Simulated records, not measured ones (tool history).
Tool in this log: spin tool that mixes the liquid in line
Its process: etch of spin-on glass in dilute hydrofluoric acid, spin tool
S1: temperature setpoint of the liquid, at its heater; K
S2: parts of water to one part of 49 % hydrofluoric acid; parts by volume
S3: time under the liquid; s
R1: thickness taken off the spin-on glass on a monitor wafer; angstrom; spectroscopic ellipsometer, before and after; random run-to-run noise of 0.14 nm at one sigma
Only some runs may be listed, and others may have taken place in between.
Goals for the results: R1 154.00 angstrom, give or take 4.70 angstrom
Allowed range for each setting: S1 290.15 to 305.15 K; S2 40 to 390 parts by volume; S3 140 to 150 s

run	hour	S1	S2	S3	R1
1	0.0	297.15	215	140	200.88
2	5.0	295.65	215	140	188.74
3	9.5	294.65	215	140	183.97
4	10.9	294.65	290	140	127.34
5	12.9	295.65	290	140	129.85
6	20.6	296.65	290	140	135.61
7	21.2	297.15	290	140	139.63
8	22.7	297.65	290	140	142.07
9	25.6	298.15	290	140	143.80
10	29.2	298.65	290	140	145.28

Of the 4 settings listed for the next run, only one would bring every result within its allowed miss of target. Which one?
A	32.8	298.15	305	140	?
B	32.8	299.65	330	140	?
C	32.8	298.65	295	150	?
D	32.8	299.15	310	140	?

move	R1
A	134.72
B	127.74
C	153.33
D	136.44
A: misses by more than the last run did
B: misses by more than the last run did
C: every result within its allowed miss
D: misses by more than the last run did
C meets every target.

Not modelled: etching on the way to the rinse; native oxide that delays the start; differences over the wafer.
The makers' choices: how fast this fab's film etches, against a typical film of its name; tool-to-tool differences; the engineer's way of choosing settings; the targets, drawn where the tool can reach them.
